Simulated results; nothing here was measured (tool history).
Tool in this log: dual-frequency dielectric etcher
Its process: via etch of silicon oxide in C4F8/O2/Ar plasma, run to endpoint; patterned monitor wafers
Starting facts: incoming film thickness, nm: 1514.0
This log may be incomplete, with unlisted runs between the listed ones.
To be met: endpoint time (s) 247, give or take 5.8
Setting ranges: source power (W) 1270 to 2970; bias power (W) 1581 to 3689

| run | hour | source power (W) | bias power (W) | endpoint time (s) |
|---|---|---|---|---|
| 1 | 0 | 2120 | 2635 | 279.18 |
| 2 | 1 | 1900 | 2635 | 292.31 |
| 3 | 7.8 | 2020 | 2675 | 283.88 |
| 4 | 13.2 | 2120 | 2709 | 277.68 |
| 5 | 14.2 | 2200 | 2740 | 274.93 |
| 6 | 16.8 | 2020 | 2740 | 278.07 |
| 7 | 20.4 | 2110 | 2779 | 280.78 |
| 8 | 23.9 | 2250 | 2794 | 272.65 |
| 9 | 30.9 | 2340 | 2850 | 263.86 |
| 10 | 32.6 | 2340 | 2850 | 270.85 |
| 11 | 39.1 | 2440 | 2930 | 257.67 |
| 12 | 41.2 | 2470 | 2944 | 260.89 |
| 13 | 48.5 | 2520 | 2974 | 258.81 |
|  | 55.9 | wet clean of the chamber |
| 14 | 55.9 | 2560 | 3001 | 267.04 |
| 15 | 58.7 | 2630 | 3116 | 257.46 |
| 16 | 65.9 | 2680 | 3134 | 256.32 |
| 17 | 72.9 | 2680 | 3134 | 255.05 |
| 18 | 79.9 | 2720 | 3156 | 254.97 |

Which one of the following 4 next-run settings gets every result inside its allowed miss? There is exactly one.
| A | 86.9 | 2970 | 3337 | ? |
| B | 86.9 | 2750 | 2979 | ? |
| C | 86.9 | 2560 | 3099 | ? |
| D | 86.9 | 2410 | 3417 | ? |

| move | endpoint time (s) |
|---|---|
| A | 245.45 |
| B | 258.58 |
| C | 263.08 |
| D | 263.07 |
A: each result inside its tolerance
B: the biggest miss grows against the last run
C: the biggest miss grows against the last run
D: the biggest miss grows against the last run
The move that meets every target is A.
